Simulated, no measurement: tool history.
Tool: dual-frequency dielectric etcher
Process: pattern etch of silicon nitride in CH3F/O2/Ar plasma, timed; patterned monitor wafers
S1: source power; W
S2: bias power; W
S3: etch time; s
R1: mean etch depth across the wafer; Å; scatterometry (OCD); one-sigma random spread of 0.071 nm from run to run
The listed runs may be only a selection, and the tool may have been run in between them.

Run 1, day 0: S1 350 W, S2 81 W, S3 40.5 s. Result: R1 255.03 Å.
Run 2, day 0.196: S1 380 W, S2 81 W, S3 40.5 s. Result: R1 269.08 Å.
Run 3, day 0.308: S1 440 W, S2 81 W, S3 40.5 s. Result: R1 289.09 Å.
Run 4, day 0.512: S1 480 W, S2 81 W, S3 40.5 s. Result: R1 302.75 Å.
Run 5, day 0.775: S1 450 W, S2 77 W, S3 40 s. Result: R1 284.16 Å.
Run 6, day 0.946: S1 450 W, S2 77 W, S3 37 s. Result: R1 264.36 Å.
Run 7, day 1.038: S1 420 W, S2 76 W, S3 37 s. Result: R1 253.05 Å.
Run 8, day 1.117: S1 400 W, S2 75 W, S3 37 s. Result: R1 245.28 Å.
Run 9, day 1.371: S1 380 W, S2 74 W, S3 37 s. Result: R1 235.22 Å.
Run 10, day 1.612: S1 360 W, S2 74 W, S3 37 s. Result: R1 228.09 Å.
Run 11, day 1.975: S1 350 W, S2 74 W, S3 37 s. Result: R1 225.29 Å.

Forecast run 12:
Run 12, day 2.325: S1 340 W, S2 74 W, S3 37 s. Result: R1 ?.

{"run 12": {"R1": 220.24}}
